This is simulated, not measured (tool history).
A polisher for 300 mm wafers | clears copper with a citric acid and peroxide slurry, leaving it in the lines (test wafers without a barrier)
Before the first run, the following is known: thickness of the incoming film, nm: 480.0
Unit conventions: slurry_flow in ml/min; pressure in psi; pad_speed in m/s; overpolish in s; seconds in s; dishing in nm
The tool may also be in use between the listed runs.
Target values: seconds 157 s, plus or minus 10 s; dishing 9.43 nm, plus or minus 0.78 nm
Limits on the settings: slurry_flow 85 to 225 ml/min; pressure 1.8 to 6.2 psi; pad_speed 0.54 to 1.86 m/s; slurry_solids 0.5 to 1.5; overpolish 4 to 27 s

run 1 hour=0 | slurry_flow=145 pressure=4 pad_speed=1.18 slurry_solids=1 overpolish=14 | seconds=165.65 dishing=28.594
run 2 hour=2.9 | slurry_flow=145 pressure=4.4 pad_speed=1.18 slurry_solids=1 overpolish=14 | seconds=159.82 dishing=30.554
run 3 hour=9.7 | slurry_flow=145 pressure=3.8 pad_speed=1.26 slurry_solids=1 overpolish=12 | seconds=161.67 dishing=24.462
run 4 hour=13.6 | slurry_flow=115 pressure=3.8 pad_speed=1.26 slurry_solids=1 overpolish=12 | seconds=170.79 dishing=24.649
run 5 hour=14.5 | slurry_flow=140 pressure=3.8 pad_speed=1.26 slurry_solids=1 overpolish=12 | seconds=159.76 dishing=25.107
run 6 hour=18.6 | slurry_flow=160 pressure=3.3 pad_speed=1.28 slurry_solids=0.95 overpolish=10 | seconds=176.34 dishing=20.372
run 7 hour=25.8 | slurry_flow=155 pressure=2.9 pad_speed=1.32 slurry_solids=1.1 overpolish=9 | seconds=181.43 dishing=17.208
run 8 hour=28.1 | slurry_flow=170 pressure=2.6 pad_speed=1.36 slurry_solids=1.2 overpolish=8 | seconds=186.78 dishing=15.561
run 9 hour=37.1 | slurry_flow=150 pressure=2.4 pad_speed=1.44 slurry_solids=1.25 overpolish=7 | seconds=190.09 dishing=13.095
run 10 hour=45.4 | slurry_flow=135 pressure=2.3 pad_speed=1.54 slurry_solids=1.3 overpolish=6 | seconds=187.03 dishing=11.332
run 11 hour=49 | slurry_flow=125 pressure=2.4 pad_speed=1.6 slurry_solids=1.35 overpolish=6 | seconds=183.75 dishing=11.527
run 12 hour=51.8 | slurry_flow=115 pressure=2.5 pad_speed=1.66 slurry_solids=1.4 overpolish=6 | seconds=171.23 dishing=13.11
run 13 hour=57.9 | slurry_flow=125 pressure=2.3 pad_speed=1.7 slurry_solids=1.25 overpolish=6 | seconds=177.69 dishing=12.194
run 14 hour=58.8 | slurry_flow=120 pressure=2.3 pad_speed=1.74 slurry_solids=1.3 overpolish=6 | seconds=175.06 dishing=12.204
run 15 hour=60.7 | slurry_flow=120 pressure=2.2 pad_speed=1.76 slurry_solids=1.35 overpolish=6 | seconds=177.45 dishing=12.485
run 16 hour=63.8 | slurry_flow=110 pressure=2.3 pad_speed=1.76 slurry_solids=1.35 overpolish=6 | seconds=172.86 dishing=12.555
run 17 hour=65.1 | slurry_flow=120 pressure=2.2 pad_speed=1.78 slurry_solids=1.4 overpolish=6 | seconds=169.02 dishing=12.132
run 18 hour=73.7 | slurry_flow=130 pressure=2.1 pad_speed=1.8 slurry_solids=1.4 overpolish=6 | seconds=170.67 dishing=12.705
run 19 hour=78.8 | slurry_flow=120 pressure=2.1 pad_speed=1.82 slurry_solids=1.4 overpolish=6 | seconds=172.82 dishing=12.594
-- hour=85.9 worn pad replaced by a new one
run 20 hour=85.9 | slurry_flow=110 pressure=2.1 pad_speed=1.82 slurry_solids=1.4 overpolish=6 | seconds=163.11 dishing=13.353
run 21 hour=89.9 | slurry_flow=135 pressure=2.2 pad_speed=1.82 slurry_solids=1.4 overpolish=6 | seconds=154.35 dishing=13.917
run 22 hour=91.2 | slurry_flow=130 pressure=2.1 pad_speed=1.82 slurry_solids=1.4 overpolish=6 | seconds=153.19 dishing=14.132
run 23 hour=94.4 | slurry_flow=120 pressure=2.1 pad_speed=1.82 slurry_solids=1.4 overpolish=6 | seconds=154.83 dishing=13.233
run 24 hour=98.4 | slurry_flow=115 pressure=2 pad_speed=1.82 slurry_solids=1.4 overpolish=6 | seconds=164.78 dishing=13.066
run 25 hour=105.6 | slurry_flow=110 pressure=1.9 pad_speed=1.84 slurry_solids=1.45 overpolish=5 | seconds=173.63 dishing=10.15

4 candidate next runs follow, results not yet known. Just one meets every target within its allowed miss. Identify it.
run A hour=112.8 | slurry_flow=130 pressure=2 pad_speed=1.86 slurry_solids=1.5 overpolish=4 | seconds=? dishing=?
run B hour=112.8 | slurry_flow=115 pressure=1.9 pad_speed=1.86 slurry_solids=1.5 overpolish=5 | seconds=? dishing=?
run C hour=112.8 | slurry_flow=90 pressure=2.3 pad_speed=1.86 slurry_solids=1.45 overpolish=5 | seconds=? dishing=?
run D hour=112.8 | slurry_flow=110 pressure=1.8 pad_speed=1.72 slurry_solids=1.5 overpolish=6 | seconds=? dishing=?

move=A seconds=160 dishing=9.555
move=B seconds=170.01 dishing=11.152
move=C seconds=163.59 dishing=11.598
move=D seconds=190.2 dishing=11.911
A: meets every target
B: lands further from the targets than the last run did
C: the furthest-off result lands on target, but another misses its tolerance
D: lands further from the targets than the last run did
The right move is A.
